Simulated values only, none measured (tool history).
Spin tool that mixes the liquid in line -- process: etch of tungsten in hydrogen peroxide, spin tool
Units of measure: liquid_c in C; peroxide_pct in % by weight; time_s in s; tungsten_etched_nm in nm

Run 1, hour 0: liquid_c 43 C, peroxide_pct 24 % by weight, time_s 15 s. Result: tungsten_etched_nm 18.14 nm.
Run 2, hour 6: liquid_c 43 C, peroxide_pct 26 % by weight, time_s 15 s. Result: tungsten_etched_nm 18.967 nm.
Run 3, hour 13.7: liquid_c 45 C, peroxide_pct 26 % by weight, time_s 15 s. Result: tungsten_etched_nm 21.386 nm.
Run 4, hour 14.5: liquid_c 47 C, peroxide_pct 26 % by weight, time_s 15 s. Result: tungsten_etched_nm 24.674 nm.
Run 5, hour 19.9: liquid_c 52 C, peroxide_pct 26 % by weight, time_s 15 s. Result: tungsten_etched_nm 33.249 nm.
Run 6, hour 24.3: liquid_c 46.5 C, peroxide_pct 26 % by weight, time_s 15 s. Result: tungsten_etched_nm 23.759 nm.
Run 7, hour 25.9: liquid_c 46.5 C, peroxide_pct 26 % by weight, time_s 15 s. Result: tungsten_etched_nm 23.77 nm.
Run 8, hour 31.9: liquid_c 48 C, peroxide_pct 26 % by weight, time_s 15 s. Result: tungsten_etched_nm 25.784 nm.
Run 9, hour 40.1: liquid_c 49 C, peroxide_pct 26 % by weight, time_s 15 s. Result: tungsten_etched_nm 27.627 nm.
Run 10, hour 41: liquid_c 50 C, peroxide_pct 26 % by weight, time_s 15 s. Result: tungsten_etched_nm 29.469 nm.

Predict the results of run 11:
Run 11, hour 48.3: liquid_c 50.5 C, peroxide_pct 26 % by weight, time_s 15 s. Result: tungsten_etched_nm ?.

{"run 11": {"tungsten_etched_nm": 30.222}}
